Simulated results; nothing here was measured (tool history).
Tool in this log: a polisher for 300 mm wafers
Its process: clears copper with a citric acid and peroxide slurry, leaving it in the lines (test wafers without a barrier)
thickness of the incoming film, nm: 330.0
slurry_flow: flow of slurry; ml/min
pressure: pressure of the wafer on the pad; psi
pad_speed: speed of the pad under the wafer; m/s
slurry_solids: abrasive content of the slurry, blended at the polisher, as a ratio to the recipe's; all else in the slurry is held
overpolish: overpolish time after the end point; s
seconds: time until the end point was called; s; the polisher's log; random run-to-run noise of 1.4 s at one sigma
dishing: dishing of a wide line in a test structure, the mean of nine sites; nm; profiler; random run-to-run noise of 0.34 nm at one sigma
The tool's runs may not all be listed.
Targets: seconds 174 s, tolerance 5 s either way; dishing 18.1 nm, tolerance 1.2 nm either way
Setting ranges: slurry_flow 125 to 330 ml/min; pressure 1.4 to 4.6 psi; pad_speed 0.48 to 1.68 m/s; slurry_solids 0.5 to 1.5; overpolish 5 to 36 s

Run 1, day 0: slurry_flow 210 ml/min, pressure 3 psi, pad_speed 1.08 m/s, slurry_solids 1, overpolish 18 s. Result: seconds 139.35 s, dishing 28.869 nm.
Run 2, day 0.221: slurry_flow 265 ml/min, pressure 3 psi, pad_speed 1.08 m/s, slurry_solids 1, overpolish 18 s. Result: seconds 134.4 s, dishing 29.022 nm.
Run 3, day 0.404: slurry_flow 265 ml/min, pressure 3.4 psi, pad_speed 1.08 m/s, slurry_solids 1, overpolish 18 s. Result: seconds 123.53 s, dishing 32.041 nm.
Run 4, day 0.454: slurry_flow 265 ml/min, pressure 3.1 psi, pad_speed 1.08 m/s, slurry_solids 1, overpolish 17 s. Result: seconds 132.5 s, dishing 28.614 nm.
Run 5, day 0.758: slurry_flow 265 ml/min, pressure 2.9 psi, pad_speed 1.08 m/s, slurry_solids 1, overpolish 16 s. Result: seconds 135.77 s, dishing 25.944 nm.
Run 6, day 0.879: slurry_flow 265 ml/min, pressure 2.4 psi, pad_speed 1.08 m/s, slurry_solids 1, overpolish 16 s. Result: seconds 158.69 s, dishing 23.772 nm.
Run 7, day 1.188: slurry_flow 260 ml/min, pressure 2.3 psi, pad_speed 1.08 m/s, slurry_solids 1, overpolish 15 s. Result: seconds 163.78 s, dishing 22.568 nm.
Run 8, day 1.388: slurry_flow 255 ml/min, pressure 2.3 psi, pad_speed 1.08 m/s, slurry_solids 1, overpolish 14 s. Result: seconds 162.61 s, dishing 20.763 nm.

Which one of the following 4 next-run settings gets every result inside its allowed miss? There is exactly one.
Run A, day 1.588: slurry_flow 200 ml/min, pressure 1.6 psi, pad_speed 1.22 m/s, slurry_solids 1.2, overpolish 21 s. Result: seconds ?, dishing ?.
Run B, day 1.588: slurry_flow 250 ml/min, pressure 2.4 psi, pad_speed 0.98 m/s, slurry_solids 0.95, overpolish 19 s. Result: seconds ?, dishing ?.
Run C, day 1.588: slurry_flow 185 ml/min, pressure 1.6 psi, pad_speed 1.48 m/s, slurry_solids 1, overpolish 13 s. Result: seconds ?, dishing ?.
Run D, day 1.588: slurry_flow 320 ml/min, pressure 2 psi, pad_speed 1.06 m/s, slurry_solids 1, overpolish 13 s. Result: seconds ?, dishing ?.

move  seconds  dishing
   A   174.44   26.427
   B   173.85   24.774
   C   152.78   20.038
   D   173.89   18.067
A: brings the last run's worst result on target, with another outside its allowed miss
B: brings the last run's worst result on target, with another outside its allowed miss
C: its largest miss is bigger than the last run's
D: all results in spec
So the answer is move D, the one that meets all the targets.
